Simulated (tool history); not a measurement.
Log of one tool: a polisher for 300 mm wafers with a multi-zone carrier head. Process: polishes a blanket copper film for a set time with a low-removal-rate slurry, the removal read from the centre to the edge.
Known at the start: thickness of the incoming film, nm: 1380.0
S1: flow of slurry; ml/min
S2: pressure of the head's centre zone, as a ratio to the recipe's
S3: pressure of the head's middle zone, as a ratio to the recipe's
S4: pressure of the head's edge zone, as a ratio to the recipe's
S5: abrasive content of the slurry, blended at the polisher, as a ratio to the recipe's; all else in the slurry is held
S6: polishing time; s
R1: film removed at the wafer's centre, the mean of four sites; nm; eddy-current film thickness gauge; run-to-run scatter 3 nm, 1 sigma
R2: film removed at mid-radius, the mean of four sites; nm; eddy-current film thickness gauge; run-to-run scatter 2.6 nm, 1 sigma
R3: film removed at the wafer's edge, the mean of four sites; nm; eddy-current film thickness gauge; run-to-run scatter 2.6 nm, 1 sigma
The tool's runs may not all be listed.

{"run": 1, "hour": 0.0, "S1": 195, "S2": 1, "S3": 1, "S4": 1, "S5": 1, "S6": 77, "R1": 214.39, "R2": 223.62, "R3": 216.84}
{"run": 2, "hour": 2.4, "S1": 200, "S2": 1.02, "S3": 1.01, "S4": 1.02, "S5": 1.1, "S6": 78, "R1": 226.35, "R2": 236.8, "R3": 226.96}
{"run": 3, "hour": 5.2, "S1": 200, "S2": 1.02, "S3": 1.01, "S4": 1.02, "S5": 1.3, "S6": 78, "R1": 235.92, "R2": 243.5, "R3": 231.38}
{"run": 4, "hour": 8.2, "S1": 205, "S2": 1.03, "S3": 1.01, "S4": 1.04, "S5": 1.35, "S6": 79, "R1": 244.41, "R2": 246.43, "R3": 240.47}
{"run": 5, "hour": 15.0, "S1": 165, "S2": 1.03, "S3": 1.01, "S4": 1.04, "S5": 1.35, "S6": 79, "R1": 233.96, "R2": 238.62, "R3": 232.27}
{"run": 6, "hour": 21.1, "S1": 165, "S2": 1.1, "S3": 1.01, "S4": 1.04, "S5": 1.35, "S6": 79, "R1": 246.88, "R2": 240.11, "R3": 231.71}

For run 7, what comes out?
{"hour": 23.9, "done": "edge zone pressure recalibrated"}
{"run": 7, "hour": 23.9, "S1": 180, "S2": 1.1, "S3": 1.02, "S4": 1.06, "S5": 1.4, "S6": 79, "R1": "?", "R2": "?", "R3": "?"}

R1: 259.56 nm
R2: 249.24 nm
R3: 244.26 nm

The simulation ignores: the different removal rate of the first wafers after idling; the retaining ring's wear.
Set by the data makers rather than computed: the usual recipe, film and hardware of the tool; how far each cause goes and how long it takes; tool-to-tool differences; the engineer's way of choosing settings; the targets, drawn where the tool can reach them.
